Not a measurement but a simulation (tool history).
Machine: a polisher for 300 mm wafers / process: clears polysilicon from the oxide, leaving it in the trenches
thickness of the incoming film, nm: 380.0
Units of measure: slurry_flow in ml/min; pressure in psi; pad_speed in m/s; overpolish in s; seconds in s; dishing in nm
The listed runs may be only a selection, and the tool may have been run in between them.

run,day,slurry_flow,pressure,pad_speed,overpolish,seconds,dishing
1,0.000,305,2.9,0.84,10,28.604,46.762
2,0.267,305,2.9,0.84,12,27.575,48.978
3,0.446,305,3.2,0.86,9,24.496,46.145
4,0.667,300,3.5,0.80,7,23.821,44.861
5,0.750,300,2.9,0.80,7,28.859,40.570
6,1.017,265,2.7,0.94,6,26.552,39.774
7,1.250,240,2.5,1.04,5,27.119,37.186

What does the tool deliver on the next run?
8,1.379,220,2.5,1.14,4,?,?

seconds: 25.559 s
dishing: 33.712 nm

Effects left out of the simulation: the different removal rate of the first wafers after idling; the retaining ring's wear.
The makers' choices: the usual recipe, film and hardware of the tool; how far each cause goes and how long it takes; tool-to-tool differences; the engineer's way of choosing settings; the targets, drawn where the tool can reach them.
